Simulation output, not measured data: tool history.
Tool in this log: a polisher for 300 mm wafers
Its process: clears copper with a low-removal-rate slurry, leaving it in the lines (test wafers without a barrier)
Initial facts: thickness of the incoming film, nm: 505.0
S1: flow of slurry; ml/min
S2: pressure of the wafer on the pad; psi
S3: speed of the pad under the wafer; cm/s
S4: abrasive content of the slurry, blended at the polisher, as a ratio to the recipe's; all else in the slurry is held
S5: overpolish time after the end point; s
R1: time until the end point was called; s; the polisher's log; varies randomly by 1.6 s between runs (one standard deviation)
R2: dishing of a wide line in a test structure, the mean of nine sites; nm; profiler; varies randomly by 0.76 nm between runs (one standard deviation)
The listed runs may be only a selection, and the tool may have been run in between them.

run	hour	S1	S2	S3	S4	S5	R1	R2
1	0	220	2.4	126	1	26	228.21	34.164
2	1.2	220	2.6	126	1	25	209.14	35.57
3	5.5	220	2.1	126	1	25	255.94	30.247
4	11.2	220	2.4	128	1	24	223.43	31.594
5	13.3	220	2.6	128	1	23	202.93	32.078
6	21.8	220	2.8	128	1	23	190.35	34.748

Run 7 is up next; what results do you expect?
7	25.9	225	3.4	136	1	16	?	?

Run 7 gave R1 148.95 s, R2 32.402 nm.
